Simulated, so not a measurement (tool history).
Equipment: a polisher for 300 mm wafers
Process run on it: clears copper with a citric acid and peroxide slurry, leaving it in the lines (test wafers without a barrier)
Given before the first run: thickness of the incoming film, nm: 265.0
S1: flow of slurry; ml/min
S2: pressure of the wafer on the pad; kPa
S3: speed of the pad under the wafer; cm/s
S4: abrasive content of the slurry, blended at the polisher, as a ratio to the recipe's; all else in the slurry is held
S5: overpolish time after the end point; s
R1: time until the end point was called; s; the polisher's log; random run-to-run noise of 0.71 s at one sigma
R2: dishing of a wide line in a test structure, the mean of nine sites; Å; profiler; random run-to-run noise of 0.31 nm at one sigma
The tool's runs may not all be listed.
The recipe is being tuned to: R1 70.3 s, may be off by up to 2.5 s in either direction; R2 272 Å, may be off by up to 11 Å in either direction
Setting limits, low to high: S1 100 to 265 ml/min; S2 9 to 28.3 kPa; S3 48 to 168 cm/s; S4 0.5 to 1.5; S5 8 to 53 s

run,hour,S1,S2,S3,S4,S5,R1,R2
1,0,170,18.6,108,1,27,113.31,274.53
2,2,175,20,108,1,24,104.93,271.02
3,6.4,180,21.4,108,1,22,99.924,267.38
4,9.5,180,21.4,108,1,11,97.584,172.89
5,11,180,21.4,108,0.8,11,107.61,163.24
6,13.8,180,22.1,110,0.8,12,99.798,178.98
7,15,180,22.8,110,0.8,13,97.219,195.94
8,17,180,23.4,110,0.8,13,95.697,196.51
9,19.5,180,24.1,112,0.8,13,90.166,201.44
10,25.6,180,24.8,112,0.8,14,88.086,219.34
11,30.7,180,25.5,114,0.8,14,83.28,223.53
12,35.8,180,26.2,114,0.8,14,82.259,229.03
13,37.6,180,26.9,116,0.8,14,79.111,238.68
14,41.4,185,26.9,116,0.8,14,79.155,240.44
15,49.2,185,26.9,118,0.8,14,76.851,238.05
16,53,200,28.3,118,0.8,19,72.716,291.86
17,61.8,205,28.3,120,0.75,18,74.084,284.46
18,67.5,205,28.3,128,0.75,14,68.211,260.6

Exercise: of the 5 proposed moves below, exactly one satisfies all targets within the stated allowed misses. Which move is it?
A,73.2,225,25.5,140,0.75,12,?,?
B,73.2,210,26.2,136,0.7,16,?,?
C,73.2,200,28.3,142,0.75,12,?,?
D,73.2,215,28.3,142,0.65,13,?,?
E,73.2,180,28.3,136,0.75,13,?,?

move,R1,R2
A,69.037,233.76
B,71.57,272.28
C,62.428,250.13
D,65.337,255.42
E,66.052,253.79
A: its largest miss is bigger than the last run's
B: each result inside its tolerance
C: its largest miss is bigger than the last run's
D: its largest miss is bigger than the last run's
E: its largest miss is bigger than the last run's
B is the move that brings every result within its allowed miss.

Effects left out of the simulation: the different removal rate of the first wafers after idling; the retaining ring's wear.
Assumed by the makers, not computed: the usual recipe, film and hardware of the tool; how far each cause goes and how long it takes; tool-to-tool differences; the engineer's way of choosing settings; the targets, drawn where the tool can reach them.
